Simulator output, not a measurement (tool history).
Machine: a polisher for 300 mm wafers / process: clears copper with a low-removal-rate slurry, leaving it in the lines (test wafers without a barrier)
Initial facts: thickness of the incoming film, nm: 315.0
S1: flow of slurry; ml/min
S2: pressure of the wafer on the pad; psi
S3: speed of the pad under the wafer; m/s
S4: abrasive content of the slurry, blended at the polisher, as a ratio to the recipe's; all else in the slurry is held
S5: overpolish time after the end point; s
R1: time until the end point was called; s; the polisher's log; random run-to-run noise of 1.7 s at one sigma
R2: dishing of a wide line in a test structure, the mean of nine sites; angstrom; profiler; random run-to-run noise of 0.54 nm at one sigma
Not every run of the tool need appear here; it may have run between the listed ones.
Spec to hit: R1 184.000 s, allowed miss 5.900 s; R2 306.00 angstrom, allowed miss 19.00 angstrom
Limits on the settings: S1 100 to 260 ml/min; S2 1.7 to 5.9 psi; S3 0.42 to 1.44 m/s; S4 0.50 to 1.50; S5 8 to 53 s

run,hour,S1,S2,S3,S4,S5,R1,R2
1,0.0,165,3.8,0.92,1.00,27,93.554,417.85
2,5.1,160,3.2,0.90,1.00,28,111.710,365.00
3,11.8,155,2.8,0.88,1.00,31,132.040,360.96
4,14.0,150,2.5,0.88,1.00,32,148.650,324.93
5,16.2,140,2.4,0.88,1.00,34,156.920,343.91
6,25.2,130,2.3,0.88,1.00,34,167.060,318.52
7,28.4,125,2.3,0.88,1.00,34,168.670,319.22
8,32.7,120,2.3,0.88,1.00,34,171.680,314.38
9,40.5,115,2.3,0.88,1.00,34,177.300,314.85
10,48.3,110,2.3,0.88,1.00,34,176.370,315.22

Below are 5 possible settings for the next run. Only one of them brings all results inside the allowed miss of their targets. Which is it?
A,56.1,100,2.1,0.90,1.00,44,?,?
B,56.1,100,2.1,0.90,0.95,37,?,?
C,56.1,105,2.7,0.74,1.05,35,?,?
D,56.1,100,2.2,0.90,1.05,42,?,?
E,56.1,130,2.0,0.92,0.95,26,?,?

move,R1,R2
A,195.590,335.28
B,198.210,298.28
C,180.870,310.30
D,185.000,338.34
E,183.990,245.26
A: carries the result that was furthest off beyond its target, to the other side
B: carries the result that was furthest off beyond its target, to the other side
C: every result lands within tolerance
D: brings the result that was furthest off to its target, and leaves another outside
E: brings the result that was furthest off to its target, and leaves another outside
The right move is C.

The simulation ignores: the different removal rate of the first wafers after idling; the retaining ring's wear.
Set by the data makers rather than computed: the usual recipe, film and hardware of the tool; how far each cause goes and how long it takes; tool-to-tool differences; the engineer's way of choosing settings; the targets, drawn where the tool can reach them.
